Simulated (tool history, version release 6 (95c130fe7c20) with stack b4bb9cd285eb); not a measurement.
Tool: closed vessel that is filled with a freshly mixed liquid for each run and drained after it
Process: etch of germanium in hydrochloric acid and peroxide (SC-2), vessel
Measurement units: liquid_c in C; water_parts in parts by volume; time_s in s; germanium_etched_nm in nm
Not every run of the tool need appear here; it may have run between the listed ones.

{"run": 1, "hour": 0.0, "liquid_c": 63, "water_parts": 11.0, "time_s": 85, "germanium_etched_nm": 235.49}
{"run": 2, "hour": 8.7, "liquid_c": 63, "water_parts": 7.5, "time_s": 85, "germanium_etched_nm": 244.49}
{"run": 3, "hour": 10.8, "liquid_c": 63, "water_parts": 7.5, "time_s": 95, "germanium_etched_nm": 269.95}
{"run": 4, "hour": 12.0, "liquid_c": 60, "water_parts": 7.5, "time_s": 95, "germanium_etched_nm": 244.61}
{"run": 5, "hour": 20.7, "liquid_c": 60, "water_parts": 7.5, "time_s": 85, "germanium_etched_nm": 220.42}
{"run": 6, "hour": 25.3, "liquid_c": 60, "water_parts": 6.0, "time_s": 85, "germanium_etched_nm": 226.21}

What will run 7 give?
{"run": 7, "hour": 26.6, "liquid_c": 59, "water_parts": 6.0, "time_s": 85, "germanium_etched_nm": "?"}

{"run 7": {"germanium_etched_nm": 220.47}}
